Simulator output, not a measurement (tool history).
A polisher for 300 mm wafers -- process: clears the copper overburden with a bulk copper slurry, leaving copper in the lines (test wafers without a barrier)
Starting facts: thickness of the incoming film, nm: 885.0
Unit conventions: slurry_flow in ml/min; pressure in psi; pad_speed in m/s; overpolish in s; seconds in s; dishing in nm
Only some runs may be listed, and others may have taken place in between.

run    day  slurry_flow  pressure  pad_speed  slurry_solids  overpolish  seconds  dishing
  1  0.000          285       2.4       1.10            1.0          12   95.683   60.962
  2  0.083          285       2.2       1.04            1.0          11  104.380   50.728
  3  0.183          285       2.0       0.96            1.0          11  120.840   45.990
  4  0.558          285       2.0       0.96            0.9          11  120.370   45.542
  5  0.717          285       1.8       0.90            0.9          11  135.140   41.764
  6  0.967          285       1.7       0.84            0.9          10  147.140   36.334
  7  1.000          285       1.6       0.80            0.9          10  160.220   33.518
  8  1.154          285       1.5       0.78            0.9          10  163.560   32.322
  9  1.283          285       1.1       0.62            0.9           8  226.690   19.374

What does the tool deliver on the next run?
 10  1.475          280       1.2       0.62            0.9           9        ?        ?

Run 10 yielded seconds 220.660 s, dishing 22.675 nm.
